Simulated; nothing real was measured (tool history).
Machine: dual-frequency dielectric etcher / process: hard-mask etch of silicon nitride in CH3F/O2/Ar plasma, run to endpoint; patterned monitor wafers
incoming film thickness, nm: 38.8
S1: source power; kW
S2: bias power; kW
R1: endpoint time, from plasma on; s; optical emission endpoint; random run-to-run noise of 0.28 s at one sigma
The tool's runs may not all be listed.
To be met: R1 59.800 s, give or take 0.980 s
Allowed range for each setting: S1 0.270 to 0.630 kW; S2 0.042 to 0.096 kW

Run 1, hour 0.0: S1 0.450 kW, S2 0.069 kW. Result: R1 53.047 s.
Run 2, hour 1.8: S1 0.410 kW, S2 0.069 kW. Result: R1 54.986 s.
Run 3, hour 4.6: S1 0.410 kW, S2 0.063 kW. Result: R1 56.539 s.
Run 4, hour 7.7: S1 0.440 kW, S2 0.063 kW. Result: R1 55.147 s.
Run 5, hour 16.0: S1 0.430 kW, S2 0.063 kW. Result: R1 55.416 s.
Run 6, hour 23.0: S1 0.420 kW, S2 0.063 kW. Result: R1 56.042 s.
Run 7, hour 24.4: S1 0.410 kW, S2 0.063 kW. Result: R1 56.921 s.
Run 8, hour 26.4: S1 0.380 kW, S2 0.063 kW. Result: R1 58.940 s.

Next run, 5 choices. One meets every target within its allowed miss, the rest don't. Which?
Run A, hour 28.4: S1 0.390 kW, S2 0.066 kW. Result: R1 ?.
Run B, hour 28.4: S1 0.420 kW, S2 0.060 kW. Result: R1 ?.
Run C, hour 28.4: S1 0.360 kW, S2 0.064 kW. Result: R1 ?.
Run D, hour 28.4: S1 0.390 kW, S2 0.063 kW. Result: R1 ?.
Run E, hour 28.4: S1 0.370 kW, S2 0.068 kW. Result: R1 ?.

move      R1
   A  57.083
   B  57.323
   C  59.571
   D  58.034
   E  57.661
A: lands further from the targets than the last run did
B: lands further from the targets than the last run did
C: each result inside its tolerance
D: lands further from the targets than the last run did
E: lands further from the targets than the last run did
The move that meets every target is C.
